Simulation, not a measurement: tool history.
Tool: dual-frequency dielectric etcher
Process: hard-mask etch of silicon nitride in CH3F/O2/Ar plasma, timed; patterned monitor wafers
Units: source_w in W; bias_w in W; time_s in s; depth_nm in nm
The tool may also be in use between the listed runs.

Run 1, day 0.000: source_w 330 W, bias_w 80 W, time_s 209.5 s. Result: depth_nm 150.20 nm.
Run 2, day 0.267: source_w 330 W, bias_w 90 W, time_s 209.5 s. Result: depth_nm 155.70 nm.
Run 3, day 0.321: source_w 290 W, bias_w 90 W, time_s 209.5 s. Result: depth_nm 145.28 nm.
Run 4, day 0.654: source_w 280 W, bias_w 90 W, time_s 209.5 s. Result: depth_nm 142.74 nm.
Run 5, day 0.788: source_w 270 W, bias_w 90 W, time_s 209.5 s. Result: depth_nm 140.29 nm.
Run 6, day 0.921: source_w 270 W, bias_w 90 W, time_s 218.5 s. Result: depth_nm 145.75 nm.

The next listed run, before its measurement:
Run 7, day 1.154: source_w 260 W, bias_w 90 W, time_s 218.5 s. Result: depth_nm ?.

depth_nm: 143.40 nm
